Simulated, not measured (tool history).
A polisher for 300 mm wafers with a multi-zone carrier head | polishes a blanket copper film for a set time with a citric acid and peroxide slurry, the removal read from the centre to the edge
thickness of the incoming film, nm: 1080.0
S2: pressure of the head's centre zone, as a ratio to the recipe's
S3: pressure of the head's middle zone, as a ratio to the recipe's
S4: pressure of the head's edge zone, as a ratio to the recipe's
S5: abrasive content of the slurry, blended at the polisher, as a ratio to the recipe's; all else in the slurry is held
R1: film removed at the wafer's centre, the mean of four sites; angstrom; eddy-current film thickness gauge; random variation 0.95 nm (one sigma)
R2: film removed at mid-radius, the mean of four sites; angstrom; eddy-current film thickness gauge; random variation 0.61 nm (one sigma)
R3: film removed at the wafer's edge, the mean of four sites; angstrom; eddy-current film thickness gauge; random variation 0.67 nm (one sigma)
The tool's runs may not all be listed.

run 1 hour=0 | flow_of_slurry_(ml/min)=235 S2=1 S3=1 S4=1 S5=1 polishing_time_(s)=51 | R1=1008.1 R2=986.34 R3=968.31
run 2 hour=2.4 | flow_of_slurry_(ml/min)=220 S2=1 S3=0.95 S4=1 S5=0.95 polishing_time_(s)=51 | R1=974.67 R2=942.88 R3=957.37
run 3 hour=11.2 | flow_of_slurry_(ml/min)=220 S2=1.03 S3=0.91 S4=1.03 S5=0.85 polishing_time_(s)=50 | R1=945.87 R2=864.69 R3=933.14
run 4 hour=17.3 | flow_of_slurry_(ml/min)=220 S2=1.03 S3=0.91 S4=1.03 S5=0.7 polishing_time_(s)=50 | R1=933.6 R2=841.24 R3=883.09
run 5 hour=17.9 | flow_of_slurry_(ml/min)=265 S2=1.03 S3=0.91 S4=1.03 S5=0.7 polishing_time_(s)=50 | R1=948.51 R2=854.01 R3=910.16
run 6 hour=26.1 | flow_of_slurry_(ml/min)=255 S2=1.04 S3=0.88 S4=1.04 S5=0.65 polishing_time_(s)=50 | R1=958.78 R2=813.97 R3=897.88

Run 7 comes next. What will it give?
run 7 hour=33.7 | flow_of_slurry_(ml/min)=245 S2=1.04 S3=0.86 S4=1.05 S5=0.65 polishing_time_(s)=50 | R1=? R2=? R3=?

R1: 943.72 angstrom
R2: 784.18 angstrom
R3: 890.52 angstrom
